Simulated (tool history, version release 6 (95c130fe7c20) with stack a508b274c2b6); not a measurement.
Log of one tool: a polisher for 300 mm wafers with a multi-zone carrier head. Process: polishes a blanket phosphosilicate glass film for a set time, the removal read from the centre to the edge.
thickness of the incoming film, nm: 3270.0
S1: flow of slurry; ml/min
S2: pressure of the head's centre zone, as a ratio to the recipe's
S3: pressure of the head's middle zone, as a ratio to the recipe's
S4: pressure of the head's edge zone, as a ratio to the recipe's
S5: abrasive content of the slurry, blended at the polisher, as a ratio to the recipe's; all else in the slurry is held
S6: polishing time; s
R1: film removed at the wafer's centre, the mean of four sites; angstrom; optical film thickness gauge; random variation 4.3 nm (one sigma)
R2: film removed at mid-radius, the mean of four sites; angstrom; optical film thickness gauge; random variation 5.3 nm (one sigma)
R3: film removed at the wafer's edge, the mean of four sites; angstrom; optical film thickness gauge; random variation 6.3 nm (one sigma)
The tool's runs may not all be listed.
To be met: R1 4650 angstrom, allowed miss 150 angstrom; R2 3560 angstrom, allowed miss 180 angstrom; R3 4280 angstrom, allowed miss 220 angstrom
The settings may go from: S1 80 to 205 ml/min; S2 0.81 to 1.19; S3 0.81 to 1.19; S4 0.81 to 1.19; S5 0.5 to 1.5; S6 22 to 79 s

| run | hour | S1 | S2 | S3 | S4 | S5 | S6 | R1 | R2 | R3 |
|---|---|---|---|---|---|---|---|---|---|---|
| 1 | 0 | 135 | 1 | 1 | 1 | 1 | 50 | 2731.5 | 2648.7 | 2677.4 |
| 2 | 5 | 140 | 1.02 | 0.98 | 1.02 | 1.1 | 51 | 2955.3 | 2811.9 | 2845.1 |
| 3 | 7.9 | 140 | 1.04 | 0.95 | 1.05 | 1.15 | 53 | 3196.7 | 2871.5 | 3036.9 |
| 4 | 13.8 | 140 | 1.04 | 0.99 | 1.05 | 1.15 | 53 | 3232.6 | 2979.5 | 3026 |
| 5 | 21.4 | 140 | 1.04 | 0.99 | 1.05 | 1.15 | 42 | 2528.7 | 2366.1 | 2416.5 |
| 6 | 22.4 | 140 | 1.04 | 0.99 | 1.05 | 1.15 | 54 | 3253.1 | 2997.4 | 3129.1 |
| 7 | 28.3 | 140 | 1.05 | 0.98 | 1.07 | 1.2 | 55 | 3357.4 | 3203.3 | 3239.1 |
| 8 | 35.5 | 145 | 1.07 | 0.95 | 1.09 | 1.25 | 56 | 3556.7 | 3034.3 | 3495.1 |
| 9 | 36.4 | 150 | 1.09 | 0.96 | 1.09 | 1.3 | 56 | 3787.9 | 3191.8 | 3413.5 |
| 10 | 40.5 | 150 | 1.09 | 0.95 | 1.1 | 1.35 | 57 | 3811.8 | 3340.5 | 3738.1 |
| 11 | 44.4 | 185 | 1.19 | 0.88 | 1.1 | 1.45 | 58 | 4524.4 | 3233.5 | 3843.2 |

Which of these 5 next moves meets every target?
| A | 48.3 | 200 | 1.14 | 0.87 | 1.15 | 1.35 | 63 | ? | ? | ? |
| B | 48.3 | 155 | 1.03 | 0.96 | 1.12 | 1.45 | 64 | ? | ? | ? |
| C | 48.3 | 185 | 1.19 | 0.81 | 1.11 | 1.5 | 56 | ? | ? | ? |
| D | 48.3 | 205 | 1.19 | 1.08 | 0.96 | 1.3 | 57 | ? | ? | ? |
| E | 48.3 | 160 | 1.15 | 0.81 | 1.08 | 1.5 | 58 | ? | ? | ? |

| move | R1 | R2 | R3 |
|---|---|---|---|
| A | 4688.8 | 3482.2 | 4170.4 |
| B | 4243.3 | 3785.9 | 4172.1 |
| C | 4455.7 | 3004 | 3745.9 |
| D | 4393.7 | 3703.1 | 3404.9 |
| E | 4362.3 | 3052.1 | 3772.6 |
A: meets every target
B: brings the result that was furthest off to its target, and leaves another outside
C: further off than the last run
D: further off than the last run
E: further off than the last run
Move A is the one to make.

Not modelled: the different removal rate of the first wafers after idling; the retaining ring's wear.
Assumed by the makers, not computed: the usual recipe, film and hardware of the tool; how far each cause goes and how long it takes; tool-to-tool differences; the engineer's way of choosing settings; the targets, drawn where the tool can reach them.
